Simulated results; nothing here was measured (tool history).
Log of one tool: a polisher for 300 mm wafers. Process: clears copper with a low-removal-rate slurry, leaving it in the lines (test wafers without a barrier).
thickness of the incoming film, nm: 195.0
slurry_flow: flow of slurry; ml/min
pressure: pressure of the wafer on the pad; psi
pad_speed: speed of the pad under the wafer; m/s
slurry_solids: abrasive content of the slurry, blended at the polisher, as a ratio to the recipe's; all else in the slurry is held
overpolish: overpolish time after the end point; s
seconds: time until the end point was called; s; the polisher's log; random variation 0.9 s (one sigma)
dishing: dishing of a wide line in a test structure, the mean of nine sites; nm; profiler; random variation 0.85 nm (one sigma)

| run | day | slurry_flow | pressure | pad_speed | slurry_solids | overpolish | seconds | dishing |
|---|---|---|---|---|---|---|---|---|
| 1 | 0.000 | 265 | 2.2 | 1.08 | 1.0 | 18 | 89.988 | 24.821 |
| 2 | 0.117 | 265 | 2.4 | 1.08 | 1.0 | 19 | 83.140 | 26.318 |
| 3 | 0.417 | 265 | 2.1 | 1.08 | 1.0 | 19 | 91.279 | 25.629 |
| 4 | 0.775 | 200 | 2.1 | 1.08 | 1.0 | 19 | 96.322 | 23.868 |
| 5 | 0.808 | 200 | 2.1 | 1.32 | 1.0 | 19 | 76.248 | 28.475 |
| 6 | 0.867 | 205 | 2.2 | 1.32 | 1.0 | 20 | 74.767 | 30.692 |

Forecast run 7:
| 7 | 1.096 | 210 | 2.3 | 1.32 | 1.0 | 21 | ? | ? |

{"run 7": {"seconds": 73.745, "dishing": 31.731}}
